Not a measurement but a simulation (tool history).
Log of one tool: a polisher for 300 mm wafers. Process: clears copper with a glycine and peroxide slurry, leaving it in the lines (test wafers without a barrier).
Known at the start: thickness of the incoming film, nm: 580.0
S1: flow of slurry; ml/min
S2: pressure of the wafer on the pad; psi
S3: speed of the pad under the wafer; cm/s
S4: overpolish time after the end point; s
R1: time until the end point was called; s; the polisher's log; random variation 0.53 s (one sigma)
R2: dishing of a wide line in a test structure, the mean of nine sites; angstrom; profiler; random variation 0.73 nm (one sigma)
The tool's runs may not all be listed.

{"run": 1, "hour": 0.0, "S1": 120, "S2": 2.2, "S3": 108, "S4": 8, "R1": 92.938, "R2": 325.39}
{"run": 2, "hour": 6.8, "S1": 120, "S2": 2.4, "S3": 108, "S4": 8, "R1": 88.663, "R2": 331.48}
{"run": 3, "hour": 9.7, "S1": 120, "S2": 2.4, "S3": 92, "S4": 8, "R1": 98.44, "R2": 311.3}
{"run": 4, "hour": 16.2, "S1": 120, "S2": 2.2, "S3": 92, "S4": 8, "R1": 102.37, "R2": 301.41}
{"run": 5, "hour": 19.0, "S1": 125, "S2": 2.6, "S3": 98, "S4": 9, "R1": 91.5, "R2": 375.91}
{"run": 6, "hour": 27.9, "S1": 130, "S2": 2.9, "S3": 106, "S4": 9, "R1": 80.118, "R2": 421.87}
{"run": 7, "hour": 32.5, "S1": 135, "S2": 3.1, "S3": 110, "S4": 9, "R1": 75.265, "R2": 442.67}

Forecast run 8:
{"run": 8, "hour": 35.6, "S1": 135, "S2": 3.2, "S3": 114, "S4": 9, "R1": "?", "R2": "?"}

R1: 71.073 s
R2: 460.49 angstrom

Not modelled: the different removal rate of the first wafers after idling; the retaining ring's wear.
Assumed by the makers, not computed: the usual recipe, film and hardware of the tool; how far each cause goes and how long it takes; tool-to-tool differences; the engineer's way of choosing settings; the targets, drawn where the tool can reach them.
